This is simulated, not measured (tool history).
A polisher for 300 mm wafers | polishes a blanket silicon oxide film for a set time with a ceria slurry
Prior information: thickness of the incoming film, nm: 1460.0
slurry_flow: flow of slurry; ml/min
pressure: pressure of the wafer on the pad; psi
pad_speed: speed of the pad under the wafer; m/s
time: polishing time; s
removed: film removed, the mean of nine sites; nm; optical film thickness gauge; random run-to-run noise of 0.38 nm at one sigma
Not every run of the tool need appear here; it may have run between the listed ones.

{"run": 1, "hour": 0.0, "slurry_flow": 230, "pressure": 2.1, "pad_speed": 0.96, "time": 27, "removed": 80.505}
{"run": 2, "hour": 3.2, "slurry_flow": 225, "pressure": 1.8, "pad_speed": 0.96, "time": 27, "removed": 72.396}
{"run": 3, "hour": 11.6, "slurry_flow": 225, "pressure": 1.8, "pad_speed": 0.96, "time": 24, "removed": 64.221}
{"run": 4, "hour": 15.5, "slurry_flow": 220, "pressure": 1.7, "pad_speed": 0.96, "time": 24, "removed": 61.035}
{"run": 5, "hour": 19.8, "slurry_flow": 210, "pressure": 1.6, "pad_speed": 0.96, "time": 24, "removed": 58.598}
{"run": 6, "hour": 22.1, "slurry_flow": 210, "pressure": 1.6, "pad_speed": 0.78, "time": 24, "removed": 47.88}
{"run": 7, "hour": 23.8, "slurry_flow": 225, "pressure": 1.7, "pad_speed": 0.78, "time": 24, "removed": 50.283}
{"run": 8, "hour": 32.5, "slurry_flow": 230, "pressure": 1.8, "pad_speed": 0.78, "time": 24, "removed": 52.404}
{"hour": 36.5, "done": "worn pad replaced by a new one"}
{"run": 9, "hour": 36.5, "slurry_flow": 230, "pressure": 1.9, "pad_speed": 0.78, "time": 24, "removed": 59.804}
{"run": 10, "hour": 39.4, "slurry_flow": 220, "pressure": 1.9, "pad_speed": 0.78, "time": 24, "removed": 60.238}
{"run": 11, "hour": 46.3, "slurry_flow": 240, "pressure": 1.9, "pad_speed": 0.78, "time": 24, "removed": 59.713}

Run 12 is up next; what results do you expect?
{"run": 12, "hour": 54.9, "slurry_flow": 220, "pressure": 1.9, "pad_speed": 0.78, "time": 24, "removed": "?"}

removed: 59.490 nm

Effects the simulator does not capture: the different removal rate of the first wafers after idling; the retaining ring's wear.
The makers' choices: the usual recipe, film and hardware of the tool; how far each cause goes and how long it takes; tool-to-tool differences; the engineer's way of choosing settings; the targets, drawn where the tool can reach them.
